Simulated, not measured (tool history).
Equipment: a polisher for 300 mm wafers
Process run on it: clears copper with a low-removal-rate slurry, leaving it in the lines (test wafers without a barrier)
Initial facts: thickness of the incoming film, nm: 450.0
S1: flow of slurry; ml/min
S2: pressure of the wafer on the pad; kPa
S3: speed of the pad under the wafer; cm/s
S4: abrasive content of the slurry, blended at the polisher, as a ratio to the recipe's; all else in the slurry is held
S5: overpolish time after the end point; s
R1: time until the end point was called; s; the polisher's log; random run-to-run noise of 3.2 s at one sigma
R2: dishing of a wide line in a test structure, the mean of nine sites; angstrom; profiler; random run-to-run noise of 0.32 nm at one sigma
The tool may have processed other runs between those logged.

run 1 day=0.000 | S1=220 S2=21.4 S3=140 S4=1.00 S5=29 | R1=116.960 R2=640.83
run 2 day=0.108 | S1=220 S2=21.4 S3=164 S4=1.00 S5=29 | R1=95.387 R2=721.82
run 3 day=0.362 | S1=220 S2=21.4 S3=164 S4=1.00 S5=23 | R1=99.391 R2=596.91
run 4 day=0.667 | S1=220 S2=18.6 S3=164 S4=1.00 S5=23 | R1=116.970 R2=533.24
run 5 day=0.821 | S1=220 S2=18.6 S3=190 S4=1.00 S5=23 | R1=99.994 R2=596.27
run 6 day=0.888 | S1=220 S2=18.6 S3=164 S4=1.00 S5=23 | R1=116.420 R2=535.97
run 7 day=0.917 | S1=225 S2=12.4 S3=144 S4=0.95 S5=9 | R1=186.180 R2=145.76
run 8 day=1.096 | S1=205 S2=13.1 S3=142 S4=1.10 S5=13 | R1=176.220 R2=216.32
run 9 day=1.288 | S1=185 S2=13.8 S3=142 S4=1.15 S5=14 | R1=174.440 R2=239.39
run 10 day=1.367 | S1=170 S2=14.5 S3=142 S4=1.20 S5=14 | R1=171.330 R2=256.65
run 11 day=1.512 | S1=160 S2=15.2 S3=142 S4=1.20 S5=14 | R1=156.170 R2=258.46
-- day=1.671 slurry nozzle cleaned
run 12 day=1.671 | S1=220 S2=15.2 S3=144 S4=1.20 S5=17 | R1=144.730 R2=331.48
run 13 day=1.962 | S1=200 S2=15.2 S3=144 S4=1.20 S5=17 | R1=145.520 R2=335.05

Estimate the outcome of run 14 from the log above:
run 14 day=2.217 | S1=200 S2=12.4 S3=144 S4=1.20 S5=17 | R1=? R2=?

{"run 14": {"R1": 182.29, "R2": 275.01}}
